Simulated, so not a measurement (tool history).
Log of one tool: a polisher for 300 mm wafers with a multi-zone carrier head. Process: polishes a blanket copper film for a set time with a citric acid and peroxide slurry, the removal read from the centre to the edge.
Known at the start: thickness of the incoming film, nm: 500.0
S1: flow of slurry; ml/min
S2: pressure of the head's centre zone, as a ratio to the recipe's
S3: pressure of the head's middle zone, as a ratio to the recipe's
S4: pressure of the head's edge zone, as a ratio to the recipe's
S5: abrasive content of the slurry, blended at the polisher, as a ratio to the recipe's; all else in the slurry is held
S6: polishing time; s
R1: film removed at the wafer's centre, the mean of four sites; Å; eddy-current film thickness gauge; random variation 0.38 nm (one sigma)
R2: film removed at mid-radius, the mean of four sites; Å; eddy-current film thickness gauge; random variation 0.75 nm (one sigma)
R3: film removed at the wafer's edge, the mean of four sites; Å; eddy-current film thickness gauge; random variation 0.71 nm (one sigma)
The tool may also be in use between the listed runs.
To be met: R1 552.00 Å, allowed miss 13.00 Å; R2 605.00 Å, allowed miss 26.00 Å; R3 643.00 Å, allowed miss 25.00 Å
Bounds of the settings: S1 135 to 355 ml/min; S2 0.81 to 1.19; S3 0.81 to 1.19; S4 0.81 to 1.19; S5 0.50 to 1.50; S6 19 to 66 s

{"run": 1, "day": 0.0, "S1": 225, "S2": 1.0, "S3": 1.0, "S4": 1.0, "S5": 1.0, "S6": 42, "R1": 804.77, "R2": 819.88, "R3": 794.51}
{"run": 2, "day": 0.2, "S1": 220, "S2": 0.97, "S3": 0.98, "S4": 0.99, "S5": 0.9, "S6": 42, "R1": 751.56, "R2": 786.05, "R3": 755.72}
{"run": 3, "day": 0.5, "S1": 220, "S2": 1.05, "S3": 0.98, "S4": 0.99, "S5": 0.9, "S6": 42, "R1": 821.1, "R2": 769.45, "R3": 764.3}
{"run": 4, "day": 0.825, "S1": 220, "S2": 1.05, "S3": 0.98, "S4": 1.03, "S5": 0.9, "S6": 42, "R1": 816.17, "R2": 778.09, "R3": 766.5}
{"run": 5, "day": 1.125, "S1": 220, "S2": 1.05, "S3": 0.98, "S4": 1.1, "S5": 0.9, "S6": 42, "R1": 827.0, "R2": 781.71, "R3": 804.53}
{"run": 6, "day": 1.204, "S1": 185, "S2": 1.05, "S3": 0.98, "S4": 1.1, "S5": 0.9, "S6": 42, "R1": 787.78, "R2": 759.37, "R3": 778.12}
{"run": 7, "day": 1.342, "S1": 180, "S2": 1.02, "S3": 0.96, "S4": 1.09, "S5": 0.85, "S6": 42, "R1": 753.61, "R2": 721.98, "R3": 769.85}
{"run": 8, "day": 1.442, "S1": 165, "S2": 0.92, "S3": 0.98, "S4": 0.99, "S5": 0.6, "S6": 40, "R1": 581.35, "R2": 640.54, "R3": 625.7}
{"run": 9, "day": 1.671, "S1": 160, "S2": 0.92, "S3": 0.97, "S4": 1.0, "S5": 0.6, "S6": 40, "R1": 579.82, "R2": 631.72, "R3": 630.08}
{"run": 10, "day": 2.033, "S1": 155, "S2": 0.92, "S3": 0.96, "S4": 1.01, "S5": 0.6, "S6": 40, "R1": 580.77, "R2": 636.6, "R3": 627.29}
{"run": 11, "day": 2.204, "S1": 155, "S2": 0.91, "S3": 0.95, "S4": 1.03, "S5": 0.6, "S6": 40, "R1": 568.27, "R2": 608.23, "R3": 637.63}

Which of these 5 next moves meets every target?
{"run": "A", "day": 2.375, "S1": 140, "S2": 0.96, "S3": 0.94, "S4": 0.97, "S5": 0.6, "S6": 41, "R1": "?", "R2": "?", "R3": "?"}
{"run": "B", "day": 2.375, "S1": 155, "S2": 0.99, "S3": 1.01, "S4": 1.03, "S5": 0.6, "S6": 38, "R1": "?", "R2": "?", "R3": "?"}
{"run": "C", "day": 2.375, "S1": 185, "S2": 0.94, "S3": 0.94, "S4": 1.13, "S5": 0.65, "S6": 38, "R1": "?", "R2": "?", "R3": "?"}
{"run": "D", "day": 2.375, "S1": 150, "S2": 0.91, "S3": 0.95, "S4": 1.09, "S5": 0.55, "S6": 40, "R1": "?", "R2": "?", "R3": "?"}
{"run": "E", "day": 2.375, "S1": 165, "S2": 0.94, "S3": 0.93, "S4": 1.02, "S5": 0.7, "S6": 38, "R1": "?", "R2": "?", "R3": "?"}

move=A R1=604.23 R2=622.15 R3=633.50
move=B R1=591.43 R2=622.23 R3=612.45
move=C R1=592.76 R2=619.21 R3=669.54
move=D R1=555.11 R2=607.07 R3=645.78
move=E R1=590.88 R2=613.80 R3=639.63
A: further off than the last run
B: further off than the last run
C: further off than the last run
D: meets every target
E: further off than the last run
Move D is the one to make.
